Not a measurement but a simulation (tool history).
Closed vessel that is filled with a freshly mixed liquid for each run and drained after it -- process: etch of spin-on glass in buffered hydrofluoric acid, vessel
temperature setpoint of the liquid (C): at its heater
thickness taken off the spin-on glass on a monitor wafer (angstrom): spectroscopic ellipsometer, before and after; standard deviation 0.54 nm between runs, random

run  hour  temperature setpoint of the liquid (C)  parts of 40 % ammonium fluoride to one part of 49 % hydrofluoric acid (parts by volume)  time in the liquid (s)  thickness taken off the spin-on glass on a monitor wafer (angstrom)
  1     0                                      21                                                                                        9                      30                                                               996.35
  2   6.6                                    20.5                                                                                      9.5                      30                                                               935.59
  3  11.5                                      24                                                                                      9.5                      30                                                               1134.9
  4  20.1                                    22.5                                                                                      9.5                      30                                                               1055.1
  5  28.7                                    25.5                                                                                      9.5                      30                                                               1234.2
  6  30.1                                      23                                                                                      9.5                      30                                                                 1071
  7  36.9                                      22                                                                                       10                      30                                                                995.3
  8  45.3                                      21                                                                                     10.5                      30                                                               891.03
  9  46.4                                    20.5                                                                                     10.5                      30                                                               862.57
 10  55.5                                      20                                                                                     10.5                      30                                                               853.51
 11  64.3                                    19.5                                                                                     10.5                      30                                                               813.95

For run 12, what comes out?
 12  65.5                                      19                                                                                     10.5                      30                                                                    ?

{"run 12": {"thickness taken off the spin-on glass on a monitor wafer (angstrom)": 795.89}}
